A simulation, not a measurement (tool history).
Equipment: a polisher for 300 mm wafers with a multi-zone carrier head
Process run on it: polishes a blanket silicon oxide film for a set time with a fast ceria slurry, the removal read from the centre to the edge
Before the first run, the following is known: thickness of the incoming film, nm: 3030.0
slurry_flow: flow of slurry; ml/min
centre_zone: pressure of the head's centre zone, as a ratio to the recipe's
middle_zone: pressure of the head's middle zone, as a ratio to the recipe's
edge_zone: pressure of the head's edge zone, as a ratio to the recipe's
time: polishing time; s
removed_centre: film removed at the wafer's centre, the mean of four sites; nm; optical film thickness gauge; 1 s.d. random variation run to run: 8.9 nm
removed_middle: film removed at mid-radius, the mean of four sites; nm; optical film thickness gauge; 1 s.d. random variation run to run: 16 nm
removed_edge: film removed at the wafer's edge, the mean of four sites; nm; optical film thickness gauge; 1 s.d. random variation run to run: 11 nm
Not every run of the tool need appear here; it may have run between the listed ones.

| run | hour | slurry_flow | centre_zone | middle_zone | edge_zone | time | removed_centre | removed_middle | removed_edge |
|---|---|---|---|---|---|---|---|---|---|
| 1 | 0.0 | 230 | 1.00 | 1.00 | 1.00 | 54 | 1191.8 | 1235.0 | 1190.3 |
| 2 | 7.3 | 230 | 1.00 | 1.01 | 0.96 | 52 | 1154.8 | 1190.5 | 1148.3 |
| 3 | 11.9 | 230 | 1.00 | 0.95 | 0.96 | 52 | 1157.9 | 1133.4 | 1119.9 |
| 4 | 16.6 | 230 | 1.00 | 0.88 | 0.96 | 52 | 1165.1 | 1070.0 | 1141.4 |
| 5 | 20.2 | 230 | 1.00 | 0.92 | 0.93 | 51 | 1108.8 | 1083.8 | 1088.8 |
| 6 | 25.5 | 230 | 1.01 | 0.94 | 0.90 | 50 | 1108.6 | 1079.0 | 1072.5 |

Run 7 has not been measured yet. What should we expect?
| 7 | 31.3 | 230 | 1.01 | 0.94 | 0.90 | 50 | ? | ? | ? |

{"run 7": {"removed_centre": 1097.5, "removed_middle": 1061.8, "removed_edge": 1080.3}}
